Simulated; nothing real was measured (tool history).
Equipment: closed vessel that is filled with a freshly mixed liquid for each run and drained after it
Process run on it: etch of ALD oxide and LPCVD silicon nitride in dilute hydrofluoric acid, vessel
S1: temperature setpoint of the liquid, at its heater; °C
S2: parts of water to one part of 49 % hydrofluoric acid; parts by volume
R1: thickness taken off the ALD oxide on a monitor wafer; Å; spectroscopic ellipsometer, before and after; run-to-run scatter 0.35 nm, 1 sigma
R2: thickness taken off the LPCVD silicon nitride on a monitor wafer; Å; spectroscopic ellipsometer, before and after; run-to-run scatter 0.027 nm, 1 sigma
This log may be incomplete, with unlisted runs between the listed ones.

run 1 hour=0.0 | S1=26.0 S2=200 time_in_the_liquid_(s)=1190 | R1=519.73 R2=26.044
run 2 hour=2.7 | S1=27.5 S2=225 time_in_the_liquid_(s)=1235 | R1=492.80 R2=26.549
run 3 hour=6.9 | S1=27.5 S2=280 time_in_the_liquid_(s)=1235 | R1=375.55 R2=21.176
run 4 hour=9.2 | S1=30.5 S2=280 time_in_the_liquid_(s)=1235 | R1=418.39 R2=25.223
run 5 hour=12.1 | S1=27.5 S2=280 time_in_the_liquid_(s)=1235 | R1=373.44 R2=21.150
run 6 hour=19.5 | S1=25.0 S2=280 time_in_the_liquid_(s)=1235 | R1=347.01 R2=18.371
run 7 hour=23.1 | S1=26.5 S2=290 time_in_the_liquid_(s)=1245 | R1=351.33 R2=19.121
run 8 hour=30.2 | S1=30.5 S2=345 time_in_the_liquid_(s)=1360 | R1=344.67 R2=22.782
run 9 hour=35.6 | S1=30.5 S2=340 time_in_the_liquid_(s)=1350 | R1=348.04 R2=22.858

Forecast run 10:
run 10 hour=41.4 | S1=30.5 S2=335 time_in_the_liquid_(s)=1340 | R1=? R2=?

{"run 10": {"R1": 362.34, "R2": 22.675}}
